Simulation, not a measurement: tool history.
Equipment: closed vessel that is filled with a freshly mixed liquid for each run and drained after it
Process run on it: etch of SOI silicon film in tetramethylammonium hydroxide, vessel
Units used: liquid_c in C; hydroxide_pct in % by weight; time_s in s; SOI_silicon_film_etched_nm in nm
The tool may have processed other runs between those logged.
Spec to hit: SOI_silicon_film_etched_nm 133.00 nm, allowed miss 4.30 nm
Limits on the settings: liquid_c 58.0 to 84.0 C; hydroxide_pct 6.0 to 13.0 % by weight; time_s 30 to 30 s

| run | hour | liquid_c | hydroxide_pct | time_s | SOI_silicon_film_etched_nm |
|---|---|---|---|---|---|
| 1 | 0.0 | 71.0 | 9.0 | 30 | 232.90 |
| 2 | 1.3 | 71.0 | 8.5 | 30 | 236.28 |
| 3 | 2.3 | 67.5 | 8.5 | 30 | 189.66 |
| 4 | 7.4 | 65.5 | 8.5 | 30 | 172.20 |
| 5 | 8.1 | 69.0 | 8.5 | 30 | 209.44 |
| 6 | 16.7 | 66.5 | 8.5 | 30 | 180.36 |
| 7 | 21.2 | 65.0 | 8.5 | 30 | 166.03 |
| 8 | 24.3 | 60.5 | 8.5 | 30 | 124.93 |

Which of these 5 next moves meets every target?
| A | 27.4 | 59.0 | 9.0 | 30 | ? |
| B | 27.4 | 60.0 | 9.0 | 30 | ? |
| C | 27.4 | 62.0 | 9.5 | 30 | ? |
| D | 27.4 | 59.0 | 6.5 | 30 | ? |
| E | 27.4 | 59.5 | 8.5 | 30 | ? |

| move | SOI_silicon_film_etched_nm |
|---|---|
| A | 112.91 |
| B | 120.24 |
| C | 133.34 |
| D | 124.32 |
| E | 118.88 |
A: misses by more than the last run did
B: misses by more than the last run did
C: meets every target
D: misses by more than the last run did
E: misses by more than the last run did
Answer: C

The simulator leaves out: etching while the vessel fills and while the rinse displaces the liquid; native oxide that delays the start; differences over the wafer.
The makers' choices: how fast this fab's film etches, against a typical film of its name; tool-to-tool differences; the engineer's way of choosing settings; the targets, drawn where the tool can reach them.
